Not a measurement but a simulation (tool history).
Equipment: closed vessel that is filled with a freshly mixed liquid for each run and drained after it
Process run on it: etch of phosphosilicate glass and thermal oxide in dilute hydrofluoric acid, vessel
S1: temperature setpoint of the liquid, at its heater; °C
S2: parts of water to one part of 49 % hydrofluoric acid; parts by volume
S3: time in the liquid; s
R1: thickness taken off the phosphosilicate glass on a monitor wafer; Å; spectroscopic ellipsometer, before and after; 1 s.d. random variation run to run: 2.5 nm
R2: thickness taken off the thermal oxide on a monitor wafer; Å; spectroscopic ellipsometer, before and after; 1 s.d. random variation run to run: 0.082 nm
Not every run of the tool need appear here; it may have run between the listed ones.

run 1 hour=0 | S1=20 S2=80 S3=60 | R1=932.81 R2=25.297
run 2 hour=4.4 | S1=22 S2=65 S3=60 | R1=1255.2 R2=33.807
run 3 hour=9 | S1=22 S2=40 S3=60 | R1=2079.3 R2=57.349
run 4 hour=11.5 | S1=22 S2=65 S3=60 | R1=1269.9 R2=34.089
run 5 hour=19.1 | S1=22.5 S2=55 S3=60 | R1=1536.8 R2=41.958
run 6 hour=25.8 | S1=22.5 S2=55 S3=80 | R1=2041.8 R2=55.557
run 7 hour=28.6 | S1=23.5 S2=50 S3=80 | R1=2354.8 R2=64.488
-- hour=36.9 hydrofluoric acid flow meter replaced
run 8 hour=36.9 | S1=24.5 S2=50 S3=80 | R1=2685.7 R2=72.056
run 9 hour=44.5 | S1=25 S2=50 S3=80 | R1=2723.6 R2=75.803

Run 10 is up next; what results do you expect?
run 10 hour=46.3 | S1=25.5 S2=50 S3=80 | R1=? R2=?

R1: 2798.8 Å
R2: 76.767 Å

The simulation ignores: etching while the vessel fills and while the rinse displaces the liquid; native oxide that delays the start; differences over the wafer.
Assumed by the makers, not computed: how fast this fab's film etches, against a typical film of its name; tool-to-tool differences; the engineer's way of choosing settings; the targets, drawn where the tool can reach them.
